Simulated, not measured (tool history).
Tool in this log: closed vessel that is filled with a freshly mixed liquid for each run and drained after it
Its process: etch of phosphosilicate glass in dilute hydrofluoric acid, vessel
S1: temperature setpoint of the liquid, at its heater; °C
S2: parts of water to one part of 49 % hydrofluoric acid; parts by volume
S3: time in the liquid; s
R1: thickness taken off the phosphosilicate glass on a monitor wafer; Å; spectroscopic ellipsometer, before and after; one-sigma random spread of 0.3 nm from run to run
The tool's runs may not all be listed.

run	hour	S1	S2	S3	R1
1	0	22	125	30	284.23
2	2.3	22	125	30	285.79
3	10.5	22	125	30	283.61
4	11.5	22	155	30	217.13
5	18.8	22	135	30	261.64
6	23.4	22	120	30	301.93

Run 7, settings as shown, results not yet in. Your forecast:
7	24.8	23	120	30	?

{"run 7": {"R1": 310.94}}
